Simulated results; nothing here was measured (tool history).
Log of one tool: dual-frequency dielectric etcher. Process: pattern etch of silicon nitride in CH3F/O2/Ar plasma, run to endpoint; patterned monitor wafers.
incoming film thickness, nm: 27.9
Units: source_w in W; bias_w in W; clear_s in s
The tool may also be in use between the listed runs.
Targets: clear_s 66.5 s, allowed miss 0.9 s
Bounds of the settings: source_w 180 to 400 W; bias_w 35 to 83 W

Run 1, hour 0: source_w 290 W, bias_w 59 W. Result: clear_s 53.676 s.
Run 2, hour 6.4: source_w 270 W, bias_w 56 W. Result: clear_s 56.563 s.
Run 3, hour 10.7: source_w 250 W, bias_w 55 W. Result: clear_s 59.727 s.
Run 4, hour 15.3: source_w 280 W, bias_w 55 W. Result: clear_s 56.176 s.
Run 5, hour 23.7: source_w 330 W, bias_w 55 W. Result: clear_s 52.223 s.
Run 6, hour 29: source_w 360 W, bias_w 55 W. Result: clear_s 50.38 s.
Run 7, hour 34.2: source_w 330 W, bias_w 54 W. Result: clear_s 52.972 s.
Run 8, hour 36.5: source_w 300 W, bias_w 53 W. Result: clear_s 55.686 s.
Run 9, hour 39.2: source_w 300 W, bias_w 53 W. Result: clear_s 55.568 s.
Run 10, hour 46.9: source_w 280 W, bias_w 53 W. Result: clear_s 57.312 s.
Run 11, hour 52.3: source_w 260 W, bias_w 53 W. Result: clear_s 59.046 s.
Run 12, hour 56.1: source_w 250 W, bias_w 53 W. Result: clear_s 60.367 s.
Run 13, hour 63.4: source_w 240 W, bias_w 53 W. Result: clear_s 61.418 s.
Run 14, hour 67.6: source_w 230 W, bias_w 53 W. Result: clear_s 63.007 s.
Run 15, hour 72.9: source_w 220 W, bias_w 53 W. Result: clear_s 64.352 s.
Run 16, hour 81: source_w 210 W, bias_w 53 W. Result: clear_s 65.565 s.

5 next moves are on the table. One of them brings every result within its allowed miss. Which?
Run A, hour 89.1: source_w 210 W, bias_w 52 W. Result: clear_s ?.
Run B, hour 89.1: source_w 190 W, bias_w 53 W. Result: clear_s ?.
Run C, hour 89.1: source_w 180 W, bias_w 57 W. Result: clear_s ?.
Run D, hour 89.1: source_w 230 W, bias_w 44 W. Result: clear_s ?.
Run E, hour 89.1: source_w 240 W, bias_w 48 W. Result: clear_s ?.

move  clear_s
   A   65.976
   B   68.619
   C    68.04
   D   68.427
   E   64.332
A: meets every target
B: takes the result that was furthest off past its target
C: takes the result that was furthest off past its target
D: takes the result that was furthest off past its target
E: further off than the last run
The right move is A.
